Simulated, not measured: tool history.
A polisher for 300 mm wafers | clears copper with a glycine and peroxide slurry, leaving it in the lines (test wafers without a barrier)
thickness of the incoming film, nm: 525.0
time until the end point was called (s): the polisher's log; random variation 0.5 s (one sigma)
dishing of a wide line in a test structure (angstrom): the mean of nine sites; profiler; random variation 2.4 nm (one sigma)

run    day  flow of slurry (ml/min)  pressure of the wafer on the pad (psi)  speed of the pad under the wafer (m/s)  overpolish time after the end point (s)  time until the end point was called (s)  dishing of a wide line in a test structure (angstrom)
  1      0                      225                                     2.9                                    0.98                                       28                                   79.244                                                 1174.1
  2  0.283                      225                                     3.1                                    0.98                                       27                                   75.126                                                 1144.8
  3  0.375                      225                                     3.1                                    0.98                                       19                                   74.767                                                 867.14
  4  0.729                      185                                     3.1                                    0.98                                       19                                   77.271                                                 899.38
  5  0.917                      185                                     3.1                                    0.98                                       30                                   77.894                                                 1221.2
  6  0.971                      195                                     3.3                                    0.98                                       30                                     72.1                                                 1258.4
  7  1.338                      200                                     3.5                                    0.98                                       30                                   68.841                                                   1316
  8  1.417                      205                                     3.7                                       1                                       30                                   63.251                                                 1404.8
  9  1.721                      210                                     3.8                                       1                                       29                                   62.446                                                 1410.4
 10  1.775                      215                                     3.9                                    1.02                                       28                                   61.449                                                 1386.5
 11  1.808                      215                                       4                                    1.04                                       27                                   58.027                                                 1434.9

Forecast run 12:
 12  1.867                      220                                     4.1                                    1.06                                       26                                        ?                                                      ?

{"run 12": {"time until the end point was called (s)": 55.963, "dishing of a wide line in a test structure (angstrom)": 1370.2}}

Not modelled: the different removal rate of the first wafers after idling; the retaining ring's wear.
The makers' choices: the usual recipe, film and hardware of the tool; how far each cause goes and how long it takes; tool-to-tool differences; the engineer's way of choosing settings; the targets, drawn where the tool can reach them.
